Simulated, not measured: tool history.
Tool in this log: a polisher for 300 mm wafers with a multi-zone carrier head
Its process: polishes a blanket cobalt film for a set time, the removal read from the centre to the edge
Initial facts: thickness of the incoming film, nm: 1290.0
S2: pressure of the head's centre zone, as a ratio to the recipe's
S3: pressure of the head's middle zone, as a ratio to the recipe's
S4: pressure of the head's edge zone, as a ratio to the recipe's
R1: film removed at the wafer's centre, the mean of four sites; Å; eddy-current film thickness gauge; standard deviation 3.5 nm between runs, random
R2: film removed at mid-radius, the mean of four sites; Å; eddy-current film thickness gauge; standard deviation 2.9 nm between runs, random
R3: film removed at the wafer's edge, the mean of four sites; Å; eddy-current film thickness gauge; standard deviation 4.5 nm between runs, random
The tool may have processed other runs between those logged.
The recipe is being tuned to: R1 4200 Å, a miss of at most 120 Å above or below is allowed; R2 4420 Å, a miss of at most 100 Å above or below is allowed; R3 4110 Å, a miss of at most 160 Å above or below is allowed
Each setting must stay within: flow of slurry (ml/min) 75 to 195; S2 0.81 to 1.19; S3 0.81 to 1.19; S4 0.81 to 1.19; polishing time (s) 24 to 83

{"run": 1, "hour": 0.0, "flow of slurry (ml/min)": 125, "S2": 1, "S3": 1, "S4": 1, "polishing time (s)": 53, "R1": 3032.2, "R2": 3037.4, "R3": 3257}
{"run": 2, "hour": 1.2, "flow of slurry (ml/min)": 125, "S2": 1.03, "S3": 1, "S4": 1, "polishing time (s)": 53, "R1": 3114.4, "R2": 3055.8, "R3": 3208.1}
{"run": 3, "hour": 5.6, "flow of slurry (ml/min)": 125, "S2": 1.03, "S3": 1, "S4": 0.92, "polishing time (s)": 53, "R1": 3150.6, "R2": 3064.1, "R3": 3097.3}
{"run": 4, "hour": 12.5, "flow of slurry (ml/min)": 135, "S2": 1.04, "S3": 1.02, "S4": 0.95, "polishing time (s)": 54, "R1": 3292.8, "R2": 3204.4, "R3": 3279.6}
{"run": 5, "hour": 17.2, "flow of slurry (ml/min)": 140, "S2": 1.04, "S3": 1.05, "S4": 0.95, "polishing time (s)": 55, "R1": 3407.3, "R2": 3411.2, "R3": 3351.3}
{"run": 6, "hour": 18.3, "flow of slurry (ml/min)": 145, "S2": 1.05, "S3": 1.07, "S4": 0.97, "polishing time (s)": 56, "R1": 3460.2, "R2": 3516.2, "R3": 3444.4}
{"run": 7, "hour": 27.1, "flow of slurry (ml/min)": 180, "S2": 1.11, "S3": 1.17, "S4": 1.02, "polishing time (s)": 64, "R1": 4437.1, "R2": 4554.6, "R3": 4105.3}
{"hour": 34.3, "done": "edge zone pressure recalibrated"}
{"run": 8, "hour": 34.3, "flow of slurry (ml/min)": 175, "S2": 1.11, "S3": 1.17, "S4": 1.02, "polishing time (s)": 64, "R1": 4401.9, "R2": 4545.1, "R3": 3997.3}

Which of these 4 next moves meets every target?
{"run": "A", "hour": 41.5, "flow of slurry (ml/min)": 170, "S2": 1.04, "S3": 1.19, "S4": 1.03, "polishing time (s)": 66, "R1": "?", "R2": "?", "R3": "?"}
{"run": "B", "hour": 41.5, "flow of slurry (ml/min)": 185, "S2": 1.12, "S3": 1.16, "S4": 1, "polishing time (s)": 64, "R1": "?", "R2": "?", "R3": "?"}
{"run": "C", "hour": 41.5, "flow of slurry (ml/min)": 175, "S2": 1.11, "S3": 1.19, "S4": 0.99, "polishing time (s)": 64, "R1": "?", "R2": "?", "R3": "?"}
{"run": "D", "hour": 41.5, "flow of slurry (ml/min)": 180, "S2": 1.06, "S3": 1.14, "S4": 1.12, "polishing time (s)": 64, "R1": "?", "R2": "?", "R3": "?"}

move=A R1=4164.8 R2=4749.8 R3=4086.5
move=B R1=4420.7 R2=4568.5 R3=3949
move=C R1=4336.8 R2=4627.8 R3=3901.6
move=D R1=4160.8 R2=4481 R3=4164.9
A: meets the target for the result that was furthest off, but another lies outside its allowed miss
B: further off than the last run
C: further off than the last run
D: every result within its allowed miss
The move that meets every target is D.

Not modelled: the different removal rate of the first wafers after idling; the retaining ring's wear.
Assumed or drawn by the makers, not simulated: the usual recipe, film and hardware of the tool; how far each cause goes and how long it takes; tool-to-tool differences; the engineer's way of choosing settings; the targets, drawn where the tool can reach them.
